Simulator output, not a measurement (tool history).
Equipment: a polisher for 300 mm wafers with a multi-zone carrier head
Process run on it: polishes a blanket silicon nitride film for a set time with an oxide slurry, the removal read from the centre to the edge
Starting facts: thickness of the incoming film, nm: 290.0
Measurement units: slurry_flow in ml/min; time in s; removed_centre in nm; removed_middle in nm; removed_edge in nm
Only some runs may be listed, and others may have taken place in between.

run  hour  slurry_flow  centre_zone  middle_zone  edge_zone  slurry_solids  time  removed_centre  removed_middle  removed_edge
  1     0          185            1            1          1              1    76          44.156          41.323        44.217
  2     8          190         0.99         1.03       1.03            1.1    76          45.103          44.332        45.295
  3    15          190         0.99         1.03       0.97            1.1    76           45.41          44.026        45.184
  4  16.9          190         0.99            1       0.97            1.1    76          45.131          43.879        44.881
  5  24.7          190         0.99            1       0.97           1.25    76          47.702          45.698        46.349
  6  30.4          190         0.97         1.01       0.99            1.3    79          49.136          46.958        50.195

For run 7, what comes out?
  7  34.7          200         0.96         1.05          1           1.35    80               ?               ?             ?

Logged for run 7: removed_centre 51.12 nm, removed_middle 50.491 nm, removed_edge 51.423 nm.

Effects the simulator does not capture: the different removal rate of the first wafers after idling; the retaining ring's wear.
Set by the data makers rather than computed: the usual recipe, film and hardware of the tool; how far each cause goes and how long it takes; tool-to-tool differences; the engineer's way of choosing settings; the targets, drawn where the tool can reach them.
